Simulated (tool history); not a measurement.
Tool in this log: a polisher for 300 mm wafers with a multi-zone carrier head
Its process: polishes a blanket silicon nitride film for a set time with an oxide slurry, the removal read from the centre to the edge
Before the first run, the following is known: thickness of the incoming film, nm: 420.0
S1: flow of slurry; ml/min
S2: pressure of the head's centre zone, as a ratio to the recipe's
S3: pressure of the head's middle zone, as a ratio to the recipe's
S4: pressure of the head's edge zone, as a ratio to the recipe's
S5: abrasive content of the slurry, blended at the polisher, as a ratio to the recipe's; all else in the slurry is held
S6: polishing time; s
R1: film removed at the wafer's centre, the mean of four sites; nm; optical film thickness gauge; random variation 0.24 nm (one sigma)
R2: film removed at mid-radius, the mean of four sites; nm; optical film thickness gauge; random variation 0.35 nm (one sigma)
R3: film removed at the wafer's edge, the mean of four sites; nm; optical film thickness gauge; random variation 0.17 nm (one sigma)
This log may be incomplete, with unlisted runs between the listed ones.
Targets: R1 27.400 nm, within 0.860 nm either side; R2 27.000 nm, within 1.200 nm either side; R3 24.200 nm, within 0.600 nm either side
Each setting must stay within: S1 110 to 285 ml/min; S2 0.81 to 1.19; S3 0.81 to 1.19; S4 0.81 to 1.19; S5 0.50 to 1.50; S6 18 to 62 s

run,hour,S1,S2,S3,S4,S5,S6,R1,R2,R3
1,0.0,180,1.00,1.00,1.00,1.00,40,30.830,33.701,33.719
2,5.4,180,1.00,1.00,0.94,1.00,40,30.963,33.986,33.037
3,10.5,180,1.00,1.00,0.94,1.20,40,33.170,36.007,34.695
4,18.0,180,1.00,1.00,0.94,1.00,40,30.783,33.203,32.722
5,26.2,180,1.00,0.93,0.94,1.00,40,30.523,31.341,32.811
# hour 34.6: centre zone pressure recalibrated
6,34.6,135,1.00,0.93,0.94,1.00,40,32.571,30.763,31.811
7,43.4,130,1.01,0.96,0.92,0.90,40,30.674,30.644,30.332
8,46.2,125,1.03,0.97,0.90,0.80,40,30.277,29.354,28.462
9,51.3,120,1.03,0.98,0.88,0.75,40,29.677,28.344,27.438
10,57.3,120,1.03,1.00,0.87,0.70,40,28.645,27.897,26.500
11,66.3,120,1.03,1.01,0.86,0.70,40,28.731,28.334,26.476
12,72.0,120,1.03,1.02,0.85,0.65,40,27.721,27.544,25.309
13,77.3,120,1.03,1.02,0.84,0.65,40,27.537,27.650,25.473
14,80.3,120,1.04,1.02,0.83,0.65,40,27.829,27.586,25.023
15,87.2,120,1.04,1.02,0.82,0.65,40,27.965,28.556,25.321
16,94.0,120,1.07,1.00,0.81,0.55,40,27.081,25.459,23.585
17,101.7,120,1.07,1.01,0.81,0.55,40,26.540,25.672,23.354
18,109.8,120,1.07,1.01,0.81,0.55,40,26.974,25.609,23.460
19,112.7,120,1.07,1.02,0.81,0.55,40,26.843,25.620,23.074

Below are 5 possible settings for the next run. Only one of them brings all results inside the allowed miss of their targets. Which is it?
A,115.6,170,1.05,1.02,0.82,0.60,39,?,?,?
B,115.6,115,1.08,1.02,0.81,0.70,34,?,?,?
C,115.6,110,1.05,0.90,0.90,0.50,44,?,?,?
D,115.6,170,0.98,0.99,0.84,0.75,37,?,?,?
E,115.6,145,1.19,1.04,0.87,0.60,35,?,?,?

move,R1,R2,R3
A,27.656,27.111,24.089
B,25.313,24.233,21.650
C,27.508,24.556,25.478
D,26.830,27.541,25.335
E,27.666,24.311,21.937
A: all results in spec
B: the biggest miss grows against the last run
C: the result that was furthest off in the last run now lies on the other side of its target
D: the result that was furthest off in the last run now lies on the other side of its target
E: the biggest miss grows against the last run
So the answer is move A, the one that meets all the targets.

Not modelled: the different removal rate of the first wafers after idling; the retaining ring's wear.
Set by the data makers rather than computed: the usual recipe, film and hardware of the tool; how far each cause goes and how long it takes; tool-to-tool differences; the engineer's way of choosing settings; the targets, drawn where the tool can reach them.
